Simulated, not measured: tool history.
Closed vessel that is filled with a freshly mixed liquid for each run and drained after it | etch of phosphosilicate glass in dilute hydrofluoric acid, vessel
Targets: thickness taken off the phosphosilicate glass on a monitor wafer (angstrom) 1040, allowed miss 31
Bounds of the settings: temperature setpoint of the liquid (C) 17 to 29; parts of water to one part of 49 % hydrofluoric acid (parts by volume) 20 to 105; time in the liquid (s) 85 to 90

run  hour  temperature setpoint of the liquid (C)  parts of water to one part of 49 % hydrofluoric acid (parts by volume)  time in the liquid (s)  thickness taken off the phosphosilicate glass on a monitor wafer (angstrom)
  1     0                                      21                                                                      55                      85                                                                         1608
  2   7.9                                      21                                                                      55                      85                                                                         1612
  3  11.3                                      21                                                                      55                      90                                                                       1712.7
  4  12.5                                      21                                                                      55                      90                                                                       1720.1
  5  15.5                                      21                                                                      55                      90                                                                       1721.8
  6  18.6                                    20.5                                                                      60                      90                                                                       1552.2
  7  21.3                                      20                                                                      65                      90                                                                       1386.4
  8  28.3                                    19.5                                                                      65                      90                                                                         1353
  9  32.3                                      19                                                                      65                      90                                                                       1338.9
 10  35.2                                    18.5                                                                      65                      90                                                                       1290.7
 11  42.4                                      18                                                                      65                      90                                                                         1280
 12  49.9                                    17.5                                                                      70                      90                                                                         1153

Which of these 4 next moves meets every target?
  A  57.4                                      17                                                                      65                      90                                                                            ?
  B  57.4                                      17                                                                      75                      90                                                                            ?
  C  57.4                                      17                                                                      60                      85                                                                            ?
  D  57.4                                      17                                                                      60                      90                                                                            ?

move  thickness taken off the phosphosilicate glass on a monitor wafer (angstrom)
   A                                                                       1214.4
   B                                                                       1041.1
   C                                                                       1249.4
   D                                                                       1322.9
A: further off than the last run
B: meets every target
C: further off than the last run
D: further off than the last run
Answer: B
